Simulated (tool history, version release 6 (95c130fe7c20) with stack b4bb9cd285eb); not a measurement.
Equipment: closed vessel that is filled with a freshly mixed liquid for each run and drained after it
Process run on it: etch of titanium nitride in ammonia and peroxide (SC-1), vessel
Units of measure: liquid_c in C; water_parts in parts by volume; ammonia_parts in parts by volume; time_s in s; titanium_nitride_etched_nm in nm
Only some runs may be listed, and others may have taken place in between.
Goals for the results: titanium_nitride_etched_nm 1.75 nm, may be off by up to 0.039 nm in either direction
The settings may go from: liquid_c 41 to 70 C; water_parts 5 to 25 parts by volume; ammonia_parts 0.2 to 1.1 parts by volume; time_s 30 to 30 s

run,hour,liquid_c,water_parts,ammonia_parts,time_s,titanium_nitride_etched_nm
1,0,57,14,0.6,30,3.0641
2,6.7,57,14,0.6,30,3.0761
3,11.8,55,14,0.6,30,2.6833
4,19.4,53.5,14,0.6,30,2.4332
5,24.6,52.5,14,0.6,30,2.2647
6,32.1,52.5,18,0.6,30,1.9915
7,38.4,52,18,0.6,30,1.9189
8,41.8,52,18,0.6,30,1.9065
9,42.8,51.5,18,0.6,30,1.8486

Exactly one of the 5 candidate moves below puts every result within its allowed miss. Which one?
A,43.8,51.5,21.5,0.75,30,?
B,43.8,50,14,0.5,30,?
C,43.8,51.5,17,0.55,30,?
D,43.8,51.5,17.5,0.55,30,?
E,43.8,50.5,14.5,0.65,30,?

move,titanium_nitride_etched_nm
A,1.7528
B,1.8578
C,1.8864
D,1.8566
E,1.9778
A: every result lands within tolerance
B: lands further from the targets than the last run did
C: lands further from the targets than the last run did
D: lands further from the targets than the last run did
E: lands further from the targets than the last run did
Correct choice: A, which meets every target
